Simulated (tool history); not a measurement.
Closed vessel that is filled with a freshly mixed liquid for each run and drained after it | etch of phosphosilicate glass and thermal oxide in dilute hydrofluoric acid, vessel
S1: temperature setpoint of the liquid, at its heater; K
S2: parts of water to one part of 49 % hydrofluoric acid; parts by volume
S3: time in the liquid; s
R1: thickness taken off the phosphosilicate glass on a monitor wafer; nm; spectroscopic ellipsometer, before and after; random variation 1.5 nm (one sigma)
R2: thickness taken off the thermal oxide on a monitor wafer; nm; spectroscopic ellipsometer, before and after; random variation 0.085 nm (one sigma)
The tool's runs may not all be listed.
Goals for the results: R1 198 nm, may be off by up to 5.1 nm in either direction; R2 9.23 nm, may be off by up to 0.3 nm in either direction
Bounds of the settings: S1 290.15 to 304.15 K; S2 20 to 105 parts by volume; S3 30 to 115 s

run	day	S1	S2	S3	R1	R2
1	0	296.15	55	60	119.34	5.5588
2	0.267	296.15	55	75	150	6.9497
3	0.321	297.15	55	75	156.81	7.2333
4	0.542	297.65	55	75	159.04	7.4017
5	0.688	298.15	55	75	163.41	7.558
6	0.8	298.15	75	75	116.9	5.4072
7	0.975	298.15	75	75	115.1	5.4628
8	1.146	299.15	75	75	120.62	5.482
9	1.312	299.15	70	75	130.8	5.995
10	1.425	299.15	65	75	138.75	6.5778
11	1.75	299.15	60	75	153.76	7.2073
12	2.075	299.65	60	75	156.84	7.2689

Consider the 4 candidate settings below. Which is the only one whose results all fall within their allowed miss of target?
A	2.4	300.15	75	75	?	?
B	2.4	304.15	60	80	?	?
C	2.4	292.65	25	55	?	?
D	2.4	298.15	45	80	?	?

move	R1	R2
A	126.55	5.8893
B	201.54	9.3786
C	217.76	10.134
D	216.34	10.068
A: misses by more than the last run did
B: all results in spec
C: takes the biggest miss from the last run beyond its target
D: takes the biggest miss from the last run beyond its target
B meets every target.

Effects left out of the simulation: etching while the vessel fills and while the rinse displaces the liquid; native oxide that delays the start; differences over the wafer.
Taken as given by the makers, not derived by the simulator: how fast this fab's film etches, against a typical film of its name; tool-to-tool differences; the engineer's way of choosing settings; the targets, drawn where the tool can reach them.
